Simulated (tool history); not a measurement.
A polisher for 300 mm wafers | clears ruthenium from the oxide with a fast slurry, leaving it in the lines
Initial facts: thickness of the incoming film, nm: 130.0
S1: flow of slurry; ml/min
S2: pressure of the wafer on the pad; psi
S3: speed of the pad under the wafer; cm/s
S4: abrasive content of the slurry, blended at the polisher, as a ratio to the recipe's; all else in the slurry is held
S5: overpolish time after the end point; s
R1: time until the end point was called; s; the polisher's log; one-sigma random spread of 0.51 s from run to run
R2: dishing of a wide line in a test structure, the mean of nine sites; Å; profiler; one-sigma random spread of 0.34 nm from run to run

{"run": 1, "day": 0.0, "S1": 195, "S2": 1.9, "S3": 98, "S4": 1, "S5": 20, "R1": 50.477, "R2": 384.78}
{"run": 2, "day": 0.158, "S1": 195, "S2": 2.2, "S3": 98, "S4": 1, "S5": 20, "R1": 43.259, "R2": 450.29}
{"run": 3, "day": 0.304, "S1": 195, "S2": 2.2, "S3": 98, "S4": 1.2, "S5": 20, "R1": 39.435, "R2": 494.89}
{"run": 4, "day": 0.479, "S1": 225, "S2": 2.1, "S3": 102, "S4": 1.05, "S5": 16, "R1": 43.046, "R2": 385.09}
{"run": 5, "day": 0.504, "S1": 195, "S2": 2.1, "S3": 106, "S4": 0.9, "S5": 13, "R1": 45.062, "R2": 289.02}
{"run": 6, "day": 0.825, "S1": 230, "S2": 2.1, "S3": 106, "S4": 0.9, "S5": 13, "R1": 44.964, "R2": 301.7}
{"run": 7, "day": 0.988, "S1": 215, "S2": 2.2, "S3": 108, "S4": 0.85, "S5": 11, "R1": 44.572, "R2": 268.02}
{"run": 8, "day": 1.058, "S1": 160, "S2": 2.6, "S3": 106, "S4": 0.7, "S5": 6, "R1": 46.762, "R2": 140.08}
{"run": 9, "day": 1.15, "S1": 180, "S2": 2.6, "S3": 106, "S4": 0.7, "S5": 6, "R1": 46.344, "R2": 146.07}
{"run": 10, "day": 1.492, "S1": 215, "S2": 2.7, "S3": 106, "S4": 0.7, "S5": 12, "R1": 43.321, "R2": 297.28}
{"run": 11, "day": 1.85, "S1": 160, "S2": 2.8, "S3": 108, "S4": 0.7, "S5": 10, "R1": 44.015, "R2": 256.84}

Run 12, settings as shown, results not yet in. Your forecast:
{"run": 12, "day": 2.017, "S1": 165, "S2": 2.8, "S3": 108, "S4": 0.7, "S5": 9, "R1": "?", "R2": "?"}

{"run 12": {"R1": 42.998, "R2": 221.71}}
